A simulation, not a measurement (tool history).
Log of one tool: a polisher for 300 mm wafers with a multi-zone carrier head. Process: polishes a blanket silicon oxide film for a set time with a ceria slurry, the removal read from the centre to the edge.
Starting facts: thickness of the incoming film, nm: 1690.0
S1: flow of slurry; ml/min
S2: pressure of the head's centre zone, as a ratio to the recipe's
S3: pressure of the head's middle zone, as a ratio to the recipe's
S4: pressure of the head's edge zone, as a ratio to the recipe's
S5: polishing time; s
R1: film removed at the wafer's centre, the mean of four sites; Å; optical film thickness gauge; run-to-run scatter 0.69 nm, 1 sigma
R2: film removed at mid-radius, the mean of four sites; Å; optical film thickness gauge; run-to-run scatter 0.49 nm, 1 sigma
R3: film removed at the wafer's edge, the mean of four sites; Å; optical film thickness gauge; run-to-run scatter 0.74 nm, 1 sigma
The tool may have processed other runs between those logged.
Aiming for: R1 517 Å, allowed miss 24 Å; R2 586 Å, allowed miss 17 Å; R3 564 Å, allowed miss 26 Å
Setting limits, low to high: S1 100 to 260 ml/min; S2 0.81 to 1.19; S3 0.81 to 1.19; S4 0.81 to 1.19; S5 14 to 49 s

run,hour,S1,S2,S3,S4,S5,R1,R2,R3
1,0,165,1,1,1,31,1030.5,1059.6,1099.3
2,2.8,155,0.98,1,0.96,27,869.7,916.34,906.52
3,6.9,155,1.02,1,0.96,27,911.25,920.12,907.64
4,11.5,155,1.06,1,0.96,27,938.6,918.47,919.97
5,19.6,145,1.01,0.98,0.94,24,789.56,797.83,789.99
6,26.2,135,0.97,0.96,0.91,23,706.84,736.57,753
7,28.7,135,0.95,0.96,0.89,21,649.89,667.7,666.48
8,36.3,130,0.92,0.96,0.88,20,590.82,637.95,656.37
9,40.1,130,0.92,0.97,0.86,19,545.84,620.53,615.11
10,43.7,130,0.93,0.97,0.85,19,566.18,605.4,589.75
11,47.5,110,0.88,0.97,0.81,18,501.74,564.28,542.37

Pick the move, out of 4, that brings all results within their allowed miss; only one does.
A,51.3,145,0.85,0.87,0.9,18,?,?,?
B,51.3,110,0.9,0.96,0.85,18,?,?,?
C,51.3,125,0.91,1,0.85,18,?,?,?
D,51.3,110,0.88,0.92,0.84,18,?,?,?

move,R1,R2,R3
A,488.17,537.47,593.98
B,491.9,553.54,563.12
C,509.79,583.53,571.42
D,480.76,535.96,561.05
A: its largest miss is bigger than the last run's
B: its largest miss is bigger than the last run's
C: every result lands within tolerance
D: its largest miss is bigger than the last run's
The move that meets every target is C.
